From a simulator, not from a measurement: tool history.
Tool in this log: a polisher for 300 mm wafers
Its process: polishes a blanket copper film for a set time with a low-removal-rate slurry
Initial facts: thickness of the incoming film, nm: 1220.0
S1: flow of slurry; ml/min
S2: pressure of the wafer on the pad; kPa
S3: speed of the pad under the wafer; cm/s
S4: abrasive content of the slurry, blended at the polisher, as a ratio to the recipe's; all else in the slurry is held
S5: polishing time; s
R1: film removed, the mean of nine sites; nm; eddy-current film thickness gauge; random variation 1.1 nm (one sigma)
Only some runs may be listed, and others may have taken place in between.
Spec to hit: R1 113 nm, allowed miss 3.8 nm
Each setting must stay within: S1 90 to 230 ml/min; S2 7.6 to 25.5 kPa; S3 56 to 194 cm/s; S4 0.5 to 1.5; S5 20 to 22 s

{"run": 1, "hour": 0.0, "S1": 150, "S2": 16.5, "S3": 124, "S4": 1, "S5": 22, "R1": 81.47}
{"run": 2, "hour": 6.8, "S1": 135, "S2": 16.5, "S3": 124, "S4": 1, "S5": 22, "R1": 80.193}
{"run": 3, "hour": 15.0, "S1": 140, "S2": 17.9, "S3": 124, "S4": 1, "S5": 22, "R1": 83.033}
{"run": 4, "hour": 16.8, "S1": 150, "S2": 19.3, "S3": 124, "S4": 1, "S5": 22, "R1": 90.666}
{"run": 5, "hour": 23.7, "S1": 150, "S2": 19.3, "S3": 124, "S4": 1, "S5": 22, "R1": 90.699}
{"run": 6, "hour": 30.4, "S1": 165, "S2": 19.3, "S3": 124, "S4": 1, "S5": 22, "R1": 93.452}
{"run": 7, "hour": 38.4, "S1": 175, "S2": 20, "S3": 124, "S4": 1, "S5": 22, "R1": 94.719}
{"run": 8, "hour": 44.0, "S1": 175, "S2": 20.7, "S3": 124, "S4": 1, "S5": 22, "R1": 97.951}
{"run": 9, "hour": 53.0, "S1": 175, "S2": 21.4, "S3": 124, "S4": 1, "S5": 22, "R1": 99.97}
{"run": 10, "hour": 61.2, "S1": 175, "S2": 22.1, "S3": 124, "S4": 1, "S5": 22, "R1": 100.79}

Pick the move, out of 4, that brings all results within their allowed miss; only one does.
{"run": "A", "hour": 69.4, "S1": 160, "S2": 20.7, "S3": 130, "S4": 1.05, "S5": 20, "R1": "?"}
{"run": "B", "hour": 69.4, "S1": 165, "S2": 22.8, "S3": 112, "S4": 1.05, "S5": 21, "R1": "?"}
{"run": "C", "hour": 69.4, "S1": 170, "S2": 22.8, "S3": 140, "S4": 1, "S5": 21, "R1": "?"}
{"run": "D", "hour": 69.4, "S1": 175, "S2": 20, "S3": 124, "S4": 0.85, "S5": 22, "R1": "?"}

move=A R1=92.474
move=B R1=90.911
move=C R1=112
move=D R1=91.766
A: further off than the last run
B: further off than the last run
C: each result inside its tolerance
D: further off than the last run
The move that meets every target is C.
